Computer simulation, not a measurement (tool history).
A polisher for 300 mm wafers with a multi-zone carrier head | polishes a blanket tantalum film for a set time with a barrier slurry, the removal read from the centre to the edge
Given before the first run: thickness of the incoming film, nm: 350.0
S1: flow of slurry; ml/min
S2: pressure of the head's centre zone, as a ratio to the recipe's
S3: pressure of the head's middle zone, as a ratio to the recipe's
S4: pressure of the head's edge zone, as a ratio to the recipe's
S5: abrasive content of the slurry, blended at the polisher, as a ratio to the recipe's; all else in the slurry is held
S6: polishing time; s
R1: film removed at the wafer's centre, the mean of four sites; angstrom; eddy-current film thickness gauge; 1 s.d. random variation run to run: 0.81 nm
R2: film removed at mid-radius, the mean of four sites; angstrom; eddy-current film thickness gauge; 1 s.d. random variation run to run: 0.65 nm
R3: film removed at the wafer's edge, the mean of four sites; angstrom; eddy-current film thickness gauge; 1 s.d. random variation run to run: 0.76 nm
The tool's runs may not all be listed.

run,hour,S1,S2,S3,S4,S5,S6,R1,R2,R3
1,0.0,245,1.00,1.00,1.00,1.00,36,794.15,718.20,704.60
2,8.7,245,1.00,1.00,1.06,1.00,36,782.45,715.81,719.19
3,9.9,240,0.96,0.97,1.06,0.90,36,749.92,680.73,704.37
4,15.7,280,0.96,0.97,1.06,0.90,36,740.36,699.16,708.11
5,17.4,280,0.96,0.97,1.06,1.05,36,797.02,704.64,733.51
6,19.1,275,0.93,0.94,1.07,0.95,36,741.16,676.31,720.91
7,24.3,275,0.91,0.92,1.07,0.85,36,693.92,652.23,704.01

Run 8 has not been measured yet. What should we expect?
8,25.6,275,0.90,0.90,1.06,0.80,36,?,?,?

R1: 674.36 angstrom
R2: 619.55 angstrom
R3: 663.19 angstrom
